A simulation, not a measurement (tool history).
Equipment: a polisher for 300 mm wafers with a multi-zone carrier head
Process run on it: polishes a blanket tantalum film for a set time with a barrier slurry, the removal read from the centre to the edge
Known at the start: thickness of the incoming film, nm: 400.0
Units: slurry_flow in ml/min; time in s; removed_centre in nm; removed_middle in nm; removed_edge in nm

run 1 hour=0.0 | slurry_flow=205 centre_zone=1.00 middle_zone=1.00 edge_zone=1.00 slurry_solids=1.00 time=65 | removed_centre=136.11 removed_middle=144.38 removed_edge=146.65
run 2 hour=6.0 | slurry_flow=225 centre_zone=1.04 middle_zone=1.02 edge_zone=0.97 slurry_solids=1.00 time=65 | removed_centre=141.92 removed_middle=147.91 removed_edge=144.61
run 3 hour=14.2 | slurry_flow=235 centre_zone=1.08 middle_zone=1.04 edge_zone=0.95 slurry_solids=1.05 time=65 | removed_centre=152.28 removed_middle=152.62 removed_edge=147.17
run 4 hour=19.1 | slurry_flow=235 centre_zone=1.08 middle_zone=1.04 edge_zone=0.95 slurry_solids=0.90 time=65 | removed_centre=144.71 removed_middle=147.64 removed_edge=136.84
run 5 hour=21.0 | slurry_flow=245 centre_zone=1.11 middle_zone=1.06 edge_zone=0.95 slurry_solids=0.90 time=65 | removed_centre=149.57 removed_middle=149.17 removed_edge=141.72
run 6 hour=27.6 | slurry_flow=255 centre_zone=1.13 middle_zone=1.08 edge_zone=0.93 slurry_solids=0.95 time=65 | removed_centre=157.00 removed_middle=154.58 removed_edge=142.66
run 7 hour=35.4 | slurry_flow=265 centre_zone=1.15 middle_zone=1.09 edge_zone=0.92 slurry_solids=0.95 time=65 | removed_centre=160.14 removed_middle=154.94 removed_edge=137.91
run 8 hour=41.6 | slurry_flow=270 centre_zone=1.16 middle_zone=1.10 edge_zone=0.93 slurry_solids=0.95 time=65 | removed_centre=160.22 removed_middle=156.95 removed_edge=141.95
run 9 hour=46.2 | slurry_flow=270 centre_zone=1.17 middle_zone=1.11 edge_zone=0.92 slurry_solids=0.95 time=65 | removed_centre=162.14 removed_middle=160.02 removed_edge=140.86
run 10 hour=48.1 | slurry_flow=275 centre_zone=1.18 middle_zone=1.11 edge_zone=0.92 slurry_solids=0.95 time=65 | removed_centre=163.58 removed_middle=160.68 removed_edge=142.32
run 11 hour=51.3 | slurry_flow=280 centre_zone=1.18 middle_zone=1.11 edge_zone=0.91 slurry_solids=0.95 time=65 | removed_centre=163.90 removed_middle=158.32 removed_edge=138.67
run 12 hour=56.3 | slurry_flow=280 centre_zone=1.18 middle_zone=1.11 edge_zone=0.91 slurry_solids=1.00 time=65 | removed_centre=165.21 removed_middle=161.55 removed_edge=145.15

What will run 13 give?
run 13 hour=65.0 | slurry_flow=280 centre_zone=1.18 middle_zone=1.11 edge_zone=0.89 slurry_solids=1.00 time=65 | removed_centre=? removed_middle=? removed_edge=?

Run 13 gave removed_centre 165.13 nm, removed_middle 161.57 nm, removed_edge 141.57 nm.
